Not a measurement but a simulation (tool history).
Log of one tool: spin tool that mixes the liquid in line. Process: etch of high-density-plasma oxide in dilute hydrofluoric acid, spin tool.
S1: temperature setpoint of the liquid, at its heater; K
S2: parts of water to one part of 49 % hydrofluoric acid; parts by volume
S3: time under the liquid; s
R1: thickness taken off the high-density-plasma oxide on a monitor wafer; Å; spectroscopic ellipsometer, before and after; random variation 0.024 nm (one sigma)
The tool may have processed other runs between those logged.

run	hour	S1	S2	S3	R1
1	0	295.15	220	270	80.02
2	3.7	295.15	265	270	63.165
3	10.9	295.15	265	270	63.214
4	19	295.15	265	290	67.971
5	25.7	295.15	230	290	80.179
6	32.4	295.15	185	290	105.36
7	35.8	294.65	200	290	94.719
8	44.2	294.15	210	290	87.745

Forecast run 9:
9	49.7	293.65	220	290	?

{"run 9": {"R1": 80.608}}
